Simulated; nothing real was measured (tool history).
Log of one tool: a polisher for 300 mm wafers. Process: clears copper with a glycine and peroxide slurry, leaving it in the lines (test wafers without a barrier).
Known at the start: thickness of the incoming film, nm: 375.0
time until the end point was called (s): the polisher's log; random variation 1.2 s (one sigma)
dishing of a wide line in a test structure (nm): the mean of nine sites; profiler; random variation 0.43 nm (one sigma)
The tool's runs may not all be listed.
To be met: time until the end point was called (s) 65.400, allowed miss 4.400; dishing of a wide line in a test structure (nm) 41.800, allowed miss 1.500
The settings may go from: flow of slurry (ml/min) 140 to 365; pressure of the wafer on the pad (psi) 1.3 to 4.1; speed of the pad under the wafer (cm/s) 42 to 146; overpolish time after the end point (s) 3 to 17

run,day,flow of slurry (ml/min),pressure of the wafer on the pad (psi),speed of the pad under the wafer (cm/s),overpolish time after the end point (s),time until the end point was called (s),dishing of a wide line in a test structure (nm)
1,0.000,235,2.7,94,9,59.089,33.129
2,0.375,235,2.7,106,9,53.730,35.579
3,0.533,185,2.7,106,9,56.279,34.521
4,0.746,205,2.7,106,9,57.020,34.364
5,1.092,200,2.7,106,9,57.363,35.030
6,1.412,240,2.7,106,9,55.075,35.850
7,1.608,235,2.6,106,9,55.588,34.949
8,1.658,235,2.1,98,13,72.482,39.203
9,1.912,240,2.1,98,13,69.034,39.171

4 next moves are on the table. One of them brings every result within its allowed miss. Which?
A,2.167,255,2.2,96,12,?,?
B,2.167,250,2.1,100,13,?,?
C,2.167,270,2.4,96,13,?,?
D,2.167,225,2.4,96,11,?,?

move,time until the end point was called (s),dishing of a wide line in a test structure (nm)
A,69.954,37.391
B,70.218,39.448
C,65.245,41.729
D,66.630,36.363
A: further off than the last run
B: nearer than the last run, and not there yet
C: meets every target
D: further off than the last run
The right move is C.
